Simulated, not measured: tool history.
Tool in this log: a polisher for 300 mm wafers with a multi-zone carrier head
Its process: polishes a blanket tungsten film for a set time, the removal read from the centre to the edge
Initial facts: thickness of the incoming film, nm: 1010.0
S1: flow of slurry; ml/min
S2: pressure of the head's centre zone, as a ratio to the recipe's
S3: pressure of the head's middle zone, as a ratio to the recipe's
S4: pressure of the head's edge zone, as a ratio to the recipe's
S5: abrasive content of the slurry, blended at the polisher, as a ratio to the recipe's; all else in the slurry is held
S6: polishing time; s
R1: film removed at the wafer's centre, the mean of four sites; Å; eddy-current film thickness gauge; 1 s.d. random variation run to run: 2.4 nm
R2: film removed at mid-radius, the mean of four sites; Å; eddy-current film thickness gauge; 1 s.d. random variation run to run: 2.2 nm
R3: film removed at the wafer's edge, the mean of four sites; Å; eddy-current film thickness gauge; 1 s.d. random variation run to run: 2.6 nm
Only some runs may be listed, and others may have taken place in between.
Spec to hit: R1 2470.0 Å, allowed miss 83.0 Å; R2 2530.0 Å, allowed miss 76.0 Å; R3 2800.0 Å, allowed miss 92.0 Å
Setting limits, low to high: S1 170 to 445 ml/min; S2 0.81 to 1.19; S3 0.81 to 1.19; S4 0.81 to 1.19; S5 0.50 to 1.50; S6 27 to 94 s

{"run": 1, "hour": 0.0, "S1": 285, "S2": 1.0, "S3": 1.0, "S4": 1.0, "S5": 1.0, "S6": 60, "R1": 3385.6, "R2": 3438.0, "R3": 3572.3}
{"run": 2, "hour": 8.1, "S1": 280, "S2": 0.99, "S3": 0.98, "S4": 0.99, "S5": 0.95, "S6": 60, "R1": 3349.2, "R2": 3333.8, "R3": 3502.1}
{"run": 3, "hour": 9.9, "S1": 280, "S2": 0.99, "S3": 0.98, "S4": 0.99, "S5": 0.95, "S6": 71, "R1": 3971.9, "R2": 3907.9, "R3": 4096.7}
{"run": 4, "hour": 11.0, "S1": 275, "S2": 0.97, "S3": 0.97, "S4": 0.98, "S5": 0.9, "S6": 69, "R1": 3743.5, "R2": 3737.6, "R3": 4020.1}
{"run": 5, "hour": 17.7, "S1": 275, "S2": 0.97, "S3": 0.97, "S4": 0.97, "S5": 0.85, "S6": 67, "R1": 3541.0, "R2": 3597.0, "R3": 3736.7}
{"run": 6, "hour": 22.7, "S1": 275, "S2": 0.97, "S3": 1.02, "S4": 0.97, "S5": 0.85, "S6": 67, "R1": 3602.0, "R2": 3731.1, "R3": 3805.3}
{"run": 7, "hour": 23.7, "S1": 270, "S2": 0.96, "S3": 1.0, "S4": 0.96, "S5": 0.8, "S6": 66, "R1": 3468.7, "R2": 3574.6, "R3": 3645.9}
{"run": 8, "hour": 27.6, "S1": 265, "S2": 0.95, "S3": 0.98, "S4": 0.95, "S5": 0.75, "S6": 65, "R1": 3361.8, "R2": 3419.4, "R3": 3585.2}
{"run": 9, "hour": 29.1, "S1": 265, "S2": 0.94, "S3": 0.97, "S4": 0.94, "S5": 0.7, "S6": 64, "R1": 3222.7, "R2": 3334.5, "R3": 3456.6}
{"run": 10, "hour": 32.5, "S1": 265, "S2": 0.93, "S3": 0.95, "S4": 0.93, "S5": 0.7, "S6": 63, "R1": 3126.3, "R2": 3241.4, "R3": 3409.4}
{"run": 11, "hour": 33.3, "S1": 265, "S2": 0.93, "S3": 0.95, "S4": 0.93, "S5": 0.7, "S6": 63, "R1": 3171.3, "R2": 3163.8, "R3": 3449.0}
{"run": 12, "hour": 38.5, "S1": 265, "S2": 0.92, "S3": 0.95, "S4": 0.93, "S5": 0.7, "S6": 62, "R1": 3051.7, "R2": 3152.7, "R3": 3333.7}

Of the 5 settings listed for the next run, only one would bring every result within its allowed miss of target. Which one?
{"run": "A", "hour": 43.7, "S1": 340, "S2": 0.98, "S3": 0.81, "S4": 1.09, "S5": 0.65, "S6": 51, "R1": "?", "R2": "?", "R3": "?"}
{"run": "B", "hour": 43.7, "S1": 235, "S2": 0.89, "S3": 0.86, "S4": 0.95, "S5": 0.55, "S6": 54, "R1": "?", "R2": "?", "R3": "?"}
{"run": "C", "hour": 43.7, "S1": 255, "S2": 0.87, "S3": 0.92, "S4": 0.94, "S5": 0.7, "S6": 47, "R1": "?", "R2": "?", "R3": "?"}
{"run": "D", "hour": 43.7, "S1": 250, "S2": 0.95, "S3": 0.98, "S4": 1.07, "S5": 0.55, "S6": 50, "R1": "?", "R2": "?", "R3": "?"}
{"run": "E", "hour": 43.7, "S1": 230, "S2": 0.92, "S3": 0.86, "S4": 1.0, "S5": 0.85, "S6": 50, "R1": "?", "R2": "?", "R3": "?"}

move=A R1=2757.7 R2=2324.1 R3=3016.5
move=B R1=2485.2 R2=2404.2 R3=2823.9
move=C R1=2218.1 R2=2308.5 R3=2540.5
move=D R1=2464.2 R2=2507.5 R3=2778.4
move=E R1=2486.6 R2=2339.4 R3=2815.5
A: pushes the last run's worst result past its target
B: pushes the last run's worst result past its target
C: pushes the last run's worst result past its target
D: meets every target
E: pushes the last run's worst result past its target
Go with D: it meets all targets.
